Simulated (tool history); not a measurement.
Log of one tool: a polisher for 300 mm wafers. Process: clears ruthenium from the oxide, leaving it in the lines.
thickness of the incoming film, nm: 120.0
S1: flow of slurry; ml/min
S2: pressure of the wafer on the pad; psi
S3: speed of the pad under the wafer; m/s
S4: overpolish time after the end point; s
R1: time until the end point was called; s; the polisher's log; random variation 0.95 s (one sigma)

Run 1, hour 0: S1 165 ml/min, S2 2.5 psi, S3 1.2 m/s, S4 6 s. Result: R1 68.571 s.
Run 2, hour 7.4: S1 165 ml/min, S2 2.5 psi, S3 0.96 m/s, S4 6 s. Result: R1 78.316 s.
Run 3, hour 9.4: S1 165 ml/min, S2 2.5 psi, S3 1.18 m/s, S4 6 s. Result: R1 67.347 s.
Run 4, hour 11.9: S1 160 ml/min, S2 2.3 psi, S3 1.18 m/s, S4 6 s. Result: R1 74.216 s.
Run 5, hour 16.6: S1 160 ml/min, S2 2.3 psi, S3 1.18 m/s, S4 6 s. Result: R1 74.192 s.
Run 6, hour 22.4: S1 155 ml/min, S2 2.2 psi, S3 1.18 m/s, S4 6 s. Result: R1 78.279 s.
Run 7, hour 29.3: S1 150 ml/min, S2 2.1 psi, S3 1.18 m/s, S4 6 s. Result: R1 84.17 s.
Run 8, hour 29.8: S1 145 ml/min, S2 2.1 psi, S3 1.18 m/s, S4 6 s. Result: R1 82.903 s.
Run 9, hour 35.9: S1 145 ml/min, S2 2.1 psi, S3 1.18 m/s, S4 6 s. Result: R1 82.625 s.
Run 10, hour 37.9: S1 145 ml/min, S2 2 psi, S3 1.18 m/s, S4 6 s. Result: R1 85.058 s.
Run 11, hour 46.9: S1 140 ml/min, S2 1.9 psi, S3 1.18 m/s, S4 6 s. Result: R1 91.287 s.

The next listed run, before its measurement:
Run 12, hour 49: S1 135 ml/min, S2 1.9 psi, S3 1.18 m/s, S4 6 s. Result: R1 ?.

Run 12 gave R1 93.843 s.
